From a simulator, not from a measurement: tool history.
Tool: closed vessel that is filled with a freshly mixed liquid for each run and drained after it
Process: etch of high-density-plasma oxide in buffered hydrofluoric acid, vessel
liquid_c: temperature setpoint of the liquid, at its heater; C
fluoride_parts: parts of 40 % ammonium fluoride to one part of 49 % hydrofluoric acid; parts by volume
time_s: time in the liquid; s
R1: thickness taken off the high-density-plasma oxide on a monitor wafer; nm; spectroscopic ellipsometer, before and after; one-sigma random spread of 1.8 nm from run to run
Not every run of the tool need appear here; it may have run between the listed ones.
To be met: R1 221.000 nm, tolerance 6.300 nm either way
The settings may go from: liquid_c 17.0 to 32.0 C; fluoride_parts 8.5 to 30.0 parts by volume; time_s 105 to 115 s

run 1 hour=0.0 | liquid_c=25.0 fluoride_parts=23.5 time_s=105 | R1=95.008
run 2 hour=3.4 | liquid_c=25.0 fluoride_parts=23.5 time_s=105 | R1=94.381
run 3 hour=4.1 | liquid_c=27.0 fluoride_parts=18.5 time_s=105 | R1=128.580
run 4 hour=6.1 | liquid_c=24.5 fluoride_parts=18.5 time_s=105 | R1=110.400
run 5 hour=9.5 | liquid_c=22.0 fluoride_parts=18.5 time_s=105 | R1=97.192
run 6 hour=14.3 | liquid_c=25.0 fluoride_parts=18.5 time_s=105 | R1=114.750
run 7 hour=15.3 | liquid_c=27.0 fluoride_parts=16.0 time_s=105 | R1=147.850
run 8 hour=23.1 | liquid_c=28.5 fluoride_parts=15.5 time_s=105 | R1=164.840
run 9 hour=30.8 | liquid_c=29.5 fluoride_parts=15.0 time_s=105 | R1=178.020
run 10 hour=35.8 | liquid_c=30.5 fluoride_parts=14.5 time_s=105 | R1=196.260
run 11 hour=44.3 | liquid_c=31.0 fluoride_parts=14.5 time_s=105 | R1=198.910
run 12 hour=47.7 | liquid_c=32.0 fluoride_parts=12.5 time_s=105 | R1=245.760
run 13 hour=51.9 | liquid_c=31.5 fluoride_parts=12.5 time_s=105 | R1=239.280
run 14 hour=54.8 | liquid_c=31.0 fluoride_parts=12.5 time_s=105 | R1=227.070

Exercise: of the 4 proposed moves below, exactly one satisfies all targets within the stated allowed misses. Which move is it?
run A hour=57.7 | liquid_c=30.5 fluoride_parts=12.0 time_s=105 | R1=?
run B hour=57.7 | liquid_c=32.0 fluoride_parts=13.5 time_s=115 | R1=?
run C hour=57.7 | liquid_c=30.0 fluoride_parts=11.5 time_s=105 | R1=?
run D hour=57.7 | liquid_c=28.5 fluoride_parts=11.5 time_s=105 | R1=?

move=A R1=238.620
move=B R1=251.890
move=C R1=242.300
move=D R1=223.870
A: the biggest miss grows against the last run
B: the biggest miss grows against the last run
C: the biggest miss grows against the last run
D: in spec on every target
The right move is D.
